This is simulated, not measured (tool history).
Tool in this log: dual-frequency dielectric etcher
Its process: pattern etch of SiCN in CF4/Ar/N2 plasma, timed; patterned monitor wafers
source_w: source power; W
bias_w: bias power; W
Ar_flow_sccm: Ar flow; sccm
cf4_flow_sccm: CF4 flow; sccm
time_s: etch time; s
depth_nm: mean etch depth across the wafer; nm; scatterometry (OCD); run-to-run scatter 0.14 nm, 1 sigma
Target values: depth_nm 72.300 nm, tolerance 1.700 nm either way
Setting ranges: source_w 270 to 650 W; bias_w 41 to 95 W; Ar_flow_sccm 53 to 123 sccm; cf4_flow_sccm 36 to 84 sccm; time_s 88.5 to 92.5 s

run 1 hour=0.0 | source_w=460 bias_w=68 Ar_flow_sccm=88 cf4_flow_sccm=60 time_s=88.5 | depth_nm=84.711
run 2 hour=3.5 | source_w=460 bias_w=68 Ar_flow_sccm=88 cf4_flow_sccm=53 time_s=88.5 | depth_nm=82.226
run 3 hour=8.9 | source_w=460 bias_w=73 Ar_flow_sccm=88 cf4_flow_sccm=53 time_s=88.5 | depth_nm=83.898
run 4 hour=10.6 | source_w=440 bias_w=73 Ar_flow_sccm=88 cf4_flow_sccm=53 time_s=88.5 | depth_nm=80.982
run 5 hour=15.1 | source_w=420 bias_w=73 Ar_flow_sccm=88 cf4_flow_sccm=53 time_s=88.5 | depth_nm=78.729
run 6 hour=21.5 | source_w=420 bias_w=73 Ar_flow_sccm=76 cf4_flow_sccm=53 time_s=88.5 | depth_nm=81.057
run 7 hour=26.2 | source_w=400 bias_w=73 Ar_flow_sccm=76 cf4_flow_sccm=53 time_s=88.5 | depth_nm=78.210
-- hour=30.9 Ar flow controller replaced
run 8 hour=30.9 | source_w=390 bias_w=73 Ar_flow_sccm=76 cf4_flow_sccm=53 time_s=88.5 | depth_nm=77.785
run 9 hour=38.4 | source_w=380 bias_w=73 Ar_flow_sccm=76 cf4_flow_sccm=53 time_s=88.5 | depth_nm=76.427
run 10 hour=43.5 | source_w=370 bias_w=73 Ar_flow_sccm=76 cf4_flow_sccm=53 time_s=88.5 | depth_nm=74.785

5 next moves are on the table. One of them brings every result within its allowed miss. Which?
run A hour=48.6 | source_w=330 bias_w=82 Ar_flow_sccm=61 cf4_flow_sccm=59 time_s=88.5 | depth_nm=?
run B hour=48.6 | source_w=380 bias_w=51 Ar_flow_sccm=53 cf4_flow_sccm=53 time_s=92.5 | depth_nm=?
run C hour=48.6 | source_w=350 bias_w=68 Ar_flow_sccm=66 cf4_flow_sccm=56 time_s=88.5 | depth_nm=?
run D hour=48.6 | source_w=340 bias_w=68 Ar_flow_sccm=60 cf4_flow_sccm=60 time_s=90.5 | depth_nm=?
run E hour=48.6 | source_w=380 bias_w=67 Ar_flow_sccm=72 cf4_flow_sccm=58 time_s=89.0 | depth_nm=?

move=A depth_nm=76.277
move=B depth_nm=76.910
move=C depth_nm=73.117
move=D depth_nm=75.522
move=E depth_nm=76.861
A: its largest miss is bigger than the last run's
B: its largest miss is bigger than the last run's
C: hits every target within its allowed miss
D: its largest miss is bigger than the last run's
E: its largest miss is bigger than the last run's
Answer: C

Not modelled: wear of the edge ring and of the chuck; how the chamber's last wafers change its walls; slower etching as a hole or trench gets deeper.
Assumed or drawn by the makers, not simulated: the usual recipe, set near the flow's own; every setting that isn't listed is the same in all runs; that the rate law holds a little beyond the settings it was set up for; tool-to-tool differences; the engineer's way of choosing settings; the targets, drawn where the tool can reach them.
